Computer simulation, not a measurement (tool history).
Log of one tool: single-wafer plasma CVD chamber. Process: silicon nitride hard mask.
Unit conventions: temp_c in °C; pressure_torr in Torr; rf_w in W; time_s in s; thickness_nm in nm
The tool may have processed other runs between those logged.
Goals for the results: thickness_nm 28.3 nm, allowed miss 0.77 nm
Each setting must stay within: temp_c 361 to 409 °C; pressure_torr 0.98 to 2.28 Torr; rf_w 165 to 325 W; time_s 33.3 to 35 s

| run | hour | temp_c | pressure_torr | rf_w | time_s | thickness_nm |
|---|---|---|---|---|---|---|
| 1 | 0 | 385 | 1.63 | 245 | 35 | 35.708 |
| 2 | 1.9 | 385 | 1.63 | 245 | 35 | 35.923 |
| 3 | 5.3 | 392 | 1.63 | 245 | 35 | 35.522 |
| 4 | 6.4 | 392 | 1.55 | 235 | 34.8 | 33.993 |
| 5 | 9.7 | 385 | 1.55 | 235 | 34.8 | 33.781 |
| 6 | 15.6 | 385 | 1.47 | 230 | 34.7 | 32.392 |
| 7 | 16.1 | 385 | 1.47 | 230 | 34.7 | 32.681 |
| 8 | 21.4 | 385 | 1.4 | 225 | 34.6 | 31.221 |
| 9 | 23.5 | 385 | 1.35 | 225 | 34.6 | 30.685 |
| 10 | 27 | 385 | 1.06 | 215 | 34.5 | 25.527 |
| 11 | 34.7 | 385 | 1.1 | 215 | 34.5 | 26.007 |
| 12 | 42.9 | 385 | 1.13 | 215 | 34.5 | 26.839 |
| 13 | 49.3 | 385 | 1.15 | 215 | 34.5 | 26.923 |
| 14 | 54.9 | 385 | 1.17 | 215 | 34.5 | 27.355 |
| 15 | 61.6 | 385 | 1.18 | 215 | 34.5 | 27.63 |

Which one of the following 4 next-run settings gets every result inside its allowed miss? There is exactly one.
| A | 68.3 | 385 | 1.12 | 235 | 35 | ? |
| B | 68.3 | 381 | 1.32 | 200 | 33.3 | ? |
| C | 68.3 | 382 | 0.98 | 240 | 34.3 | ? |
| D | 68.3 | 386 | 1.21 | 215 | 33.3 | ? |

| move | thickness_nm |
|---|---|
| A | 28.582 |
| B | 26.87 |
| C | 25.636 |
| D | 26.845 |
A: every result lands within tolerance
B: further off than the last run
C: further off than the last run
D: further off than the last run
The move that meets every target is A.

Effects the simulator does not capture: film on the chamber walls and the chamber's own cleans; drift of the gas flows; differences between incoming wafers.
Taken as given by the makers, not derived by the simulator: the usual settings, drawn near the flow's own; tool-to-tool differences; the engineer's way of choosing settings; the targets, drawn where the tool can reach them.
